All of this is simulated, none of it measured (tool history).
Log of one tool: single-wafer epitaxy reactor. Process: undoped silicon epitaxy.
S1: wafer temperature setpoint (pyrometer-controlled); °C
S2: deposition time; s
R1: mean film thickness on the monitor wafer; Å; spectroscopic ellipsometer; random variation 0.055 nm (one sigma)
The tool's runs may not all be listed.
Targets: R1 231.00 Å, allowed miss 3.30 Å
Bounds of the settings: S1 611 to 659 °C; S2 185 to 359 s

run    day   S1   S2      R1
  1  0.000  635  272  299.23
  2  0.179  632  272  278.36
  3  0.271  632  255  260.63
  4  0.567  632  271  278.32
  5  0.771  632  249  254.66
  6  1.050  632  277  282.86
  7  1.171  630  277  271.55
  8  1.538  628  277  259.34
  9  1.729  627  277  252.74
 10  2.012  622  277  226.25

4 next moves are on the table. One of them brings every result within its allowed miss. Which?
  A  2.296  617  305   ?
  B  2.296  619  293   ?
  C  2.296  620  295   ?
  D  2.296  624  259   ?

move      R1
   A  221.68
   B  223.04
   C  229.79
   D  221.12
A: further off than the last run
B: further off than the last run
C: meets every target
D: further off than the last run
Move C is the one to make.
